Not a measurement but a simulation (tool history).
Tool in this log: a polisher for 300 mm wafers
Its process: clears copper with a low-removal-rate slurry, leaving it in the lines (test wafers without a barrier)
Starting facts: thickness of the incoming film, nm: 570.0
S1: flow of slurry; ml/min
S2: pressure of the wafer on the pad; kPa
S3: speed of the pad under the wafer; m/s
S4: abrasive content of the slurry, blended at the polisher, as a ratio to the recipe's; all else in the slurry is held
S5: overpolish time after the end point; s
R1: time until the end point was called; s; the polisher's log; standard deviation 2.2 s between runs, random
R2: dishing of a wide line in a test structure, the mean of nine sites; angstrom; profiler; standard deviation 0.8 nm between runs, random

{"run": 1, "hour": 0.0, "S1": 170, "S2": 28.3, "S3": 1.12, "S4": 1.0, "S5": 16, "R1": 111.62, "R2": 513.63}
{"run": 2, "hour": 6.9, "S1": 170, "S2": 28.3, "S3": 1.12, "S4": 1.0, "S5": 9, "R1": 115.83, "R2": 314.02}
{"run": 3, "hour": 13.2, "S1": 165, "S2": 28.3, "S3": 1.12, "S4": 1.0, "S5": 13, "R1": 114.38, "R2": 429.92}
{"run": 4, "hour": 22.0, "S1": 165, "S2": 28.3, "S3": 1.36, "S4": 1.0, "S5": 13, "R1": 97.649, "R2": 494.34}
{"hour": 30.4, "done": "head pressure recalibrated"}
{"run": 5, "hour": 30.4, "S1": 150, "S2": 26.9, "S3": 1.38, "S4": 0.95, "S5": 15, "R1": 110.5, "R2": 493.78}
{"run": 6, "hour": 39.3, "S1": 140, "S2": 26.9, "S3": 1.38, "S4": 0.95, "S5": 17, "R1": 113.66, "R2": 533.97}
{"run": 7, "hour": 46.8, "S1": 140, "S2": 26.9, "S3": 1.38, "S4": 0.95, "S5": 19, "R1": 110.97, "R2": 583.4}

What will run 8 give?
{"run": 8, "hour": 55.0, "S1": 140, "S2": 26.2, "S3": 1.38, "S4": 0.95, "S5": 21, "R1": "?", "R2": "?"}

{"run 8": {"R1": 116.26, "R2": 611.16}}
